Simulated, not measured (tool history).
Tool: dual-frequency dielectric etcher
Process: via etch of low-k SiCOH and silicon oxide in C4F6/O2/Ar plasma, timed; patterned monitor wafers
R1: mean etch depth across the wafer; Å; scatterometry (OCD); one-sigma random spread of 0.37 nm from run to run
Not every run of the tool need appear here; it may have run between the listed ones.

run 1 hour=0 | source_power_(W)=360 bias_power_(W)=228 etch_time_(s)=63.5 | R1=1643.4
run 2 hour=1.1 | source_power_(W)=330 bias_power_(W)=206 etch_time_(s)=63.5 | R1=1505.6
run 3 hour=3.3 | source_power_(W)=280 bias_power_(W)=206 etch_time_(s)=63.5 | R1=1428.4
run 4 hour=7.2 | source_power_(W)=270 bias_power_(W)=192 etch_time_(s)=63.5 | R1=1359.7
run 5 hour=12.2 | source_power_(W)=270 bias_power_(W)=211 etch_time_(s)=63.5 | R1=1431.2
run 6 hour=15.3 | source_power_(W)=260 bias_power_(W)=198 etch_time_(s)=63.5 | R1=1358
run 7 hour=21.5 | source_power_(W)=250 bias_power_(W)=189 etch_time_(s)=63.5 | R1=1317.2
run 8 hour=24.1 | source_power_(W)=240 bias_power_(W)=182 etch_time_(s)=63.5 | R1=1268.3
run 9 hour=28.3 | source_power_(W)=240 bias_power_(W)=179 etch_time_(s)=63.5 | R1=1250.5
run 10 hour=31.8 | source_power_(W)=240 bias_power_(W)=179 etch_time_(s)=63.5 | R1=1258.7
run 11 hour=38 | source_power_(W)=240 bias_power_(W)=176 etch_time_(s)=63.5 | R1=1246.3

Expected results for the next run?
run 12 hour=40.8 | source_power_(W)=240 bias_power_(W)=174 etch_time_(s)=63.5 | R1=?

R1: 1235.9 Å

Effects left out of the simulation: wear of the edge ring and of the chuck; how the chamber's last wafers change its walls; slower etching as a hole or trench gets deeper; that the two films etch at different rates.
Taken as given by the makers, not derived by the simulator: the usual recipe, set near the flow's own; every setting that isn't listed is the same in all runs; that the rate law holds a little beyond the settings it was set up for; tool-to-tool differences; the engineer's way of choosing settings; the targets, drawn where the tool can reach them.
